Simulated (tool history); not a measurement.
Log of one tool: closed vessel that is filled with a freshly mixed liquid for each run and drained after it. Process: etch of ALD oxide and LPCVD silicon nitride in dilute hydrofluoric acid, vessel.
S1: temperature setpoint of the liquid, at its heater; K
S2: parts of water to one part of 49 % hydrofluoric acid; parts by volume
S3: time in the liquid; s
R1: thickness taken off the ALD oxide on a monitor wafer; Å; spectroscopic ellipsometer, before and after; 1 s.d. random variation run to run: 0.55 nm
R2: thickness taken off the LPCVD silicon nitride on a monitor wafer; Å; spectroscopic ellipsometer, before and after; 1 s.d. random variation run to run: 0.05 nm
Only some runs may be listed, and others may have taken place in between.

run 1 hour=0 | S1=295.15 S2=70 S3=305 | R1=405.98 R2=15.394
run 2 hour=4.4 | S1=295.15 S2=70 S3=390 | R1=521.03 R2=19.381
run 3 hour=13.1 | S1=295.15 S2=65 S3=390 | R1=563.21 R2=21.571
run 4 hour=16.4 | S1=295.15 S2=85 S3=390 | R1=423.12 R2=15.593
run 5 hour=22.6 | S1=295.15 S2=85 S3=325 | R1=346.44 R2=13.565
run 6 hour=31.4 | S1=295.15 S2=80 S3=325 | R1=372.92 R2=14.634
run 7 hour=35.2 | S1=295.15 S2=75 S3=325 | R1=399.17 R2=15.292
run 8 hour=38.6 | S1=295.15 S2=70 S3=325 | R1=437.9 R2=15.939
run 9 hour=39.4 | S1=295.65 S2=65 S3=320 | R1=476.94 R2=18.285
run 10 hour=43.5 | S1=295.65 S2=65 S3=320 | R1=471.51 R2=18.082
run 11 hour=45.9 | S1=296.15 S2=35 S3=300 | R1=876.96 R2=31.942
run 12 hour=47.3 | S1=295.65 S2=35 S3=300 | R1=858.23 R2=30.495
run 13 hour=54.9 | S1=295.15 S2=40 S3=300 | R1=729.15 R2=26.784
run 14 hour=55.9 | S1=295.65 S2=40 S3=300 | R1=741.65 R2=26.505

Predict the results of run 15:
run 15 hour=61.1 | S1=296.15 S2=40 S3=295 | R1=? R2=?

{"run 15": {"R1": 749, "R2": 27.527}}
